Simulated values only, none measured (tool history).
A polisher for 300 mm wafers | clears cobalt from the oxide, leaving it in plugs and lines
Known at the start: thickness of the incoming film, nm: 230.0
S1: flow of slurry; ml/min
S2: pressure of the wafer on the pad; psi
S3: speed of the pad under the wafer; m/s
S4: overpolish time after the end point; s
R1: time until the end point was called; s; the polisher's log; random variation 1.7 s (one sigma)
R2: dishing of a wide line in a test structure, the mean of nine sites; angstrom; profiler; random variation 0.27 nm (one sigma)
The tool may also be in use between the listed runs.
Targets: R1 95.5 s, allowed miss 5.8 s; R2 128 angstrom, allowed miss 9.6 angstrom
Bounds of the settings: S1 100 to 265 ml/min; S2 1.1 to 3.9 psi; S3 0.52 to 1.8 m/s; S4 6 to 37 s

{"run": 1, "hour": 0.0, "S1": 170, "S2": 2.5, "S3": 1.16, "S4": 19, "R1": 44.68, "R2": 461.37}
{"run": 2, "hour": 8.8, "S1": 165, "S2": 2.2, "S3": 1.08, "S4": 16, "R1": 55.099, "R2": 393.88}
{"run": 3, "hour": 11.7, "S1": 150, "S2": 2, "S3": 1.04, "S4": 14, "R1": 63.456, "R2": 350.28}
{"run": 4, "hour": 14.9, "S1": 140, "S2": 1.8, "S3": 1.02, "S4": 12, "R1": 73.261, "R2": 277.29}
{"hour": 16.8, "done": "slurry nozzle cleaned"}
{"run": 5, "hour": 16.8, "S1": 175, "S2": 1.8, "S3": 1.02, "S4": 12, "R1": 62.527, "R2": 302.29}
{"run": 6, "hour": 22.6, "S1": 175, "S2": 1.8, "S3": 1.02, "S4": 9, "R1": 62.608, "R2": 250.88}
{"run": 7, "hour": 23.7, "S1": 190, "S2": 1.7, "S3": 0.92, "S4": 8, "R1": 73.546, "R2": 198.91}
{"run": 8, "hour": 24.6, "S1": 200, "S2": 1.6, "S3": 0.88, "S4": 8, "R1": 79.362, "R2": 192.45}
{"run": 9, "hour": 29.3, "S1": 215, "S2": 1.5, "S3": 0.86, "S4": 8, "R1": 85.671, "R2": 170.16}
{"run": 10, "hour": 32.4, "S1": 225, "S2": 1.4, "S3": 0.86, "S4": 8, "R1": 90.18, "R2": 167.69}
{"run": 11, "hour": 40.3, "S1": 235, "S2": 1.4, "S3": 0.84, "S4": 8, "R1": 92.625, "R2": 176.92}
{"run": 12, "hour": 48.2, "S1": 235, "S2": 1.4, "S3": 0.84, "S4": 8, "R1": 93.319, "R2": 171.74}

Which of these 4 next moves meets every target?
{"run": "A", "hour": 56.1, "S1": 205, "S2": 1.4, "S3": 0.82, "S4": 15, "R1": "?", "R2": "?"}
{"run": "B", "hour": 56.1, "S1": 255, "S2": 1.5, "S3": 0.74, "S4": 6, "R1": "?", "R2": "?"}
{"run": "C", "hour": 56.1, "S1": 215, "S2": 1.6, "S3": 0.82, "S4": 13, "R1": "?", "R2": "?"}
{"run": "D", "hour": 56.1, "S1": 230, "S2": 1.5, "S3": 0.78, "S4": 12, "R1": "?", "R2": "?"}

move=A R1=97.174 R2=251.19
move=B R1=97.731 R2=119.92
move=C R1=85.039 R2=249.25
move=D R1=94.055 R2=218.51
A: further off than the last run
B: meets every target
C: further off than the last run
D: further off than the last run
Move B is the one to make.
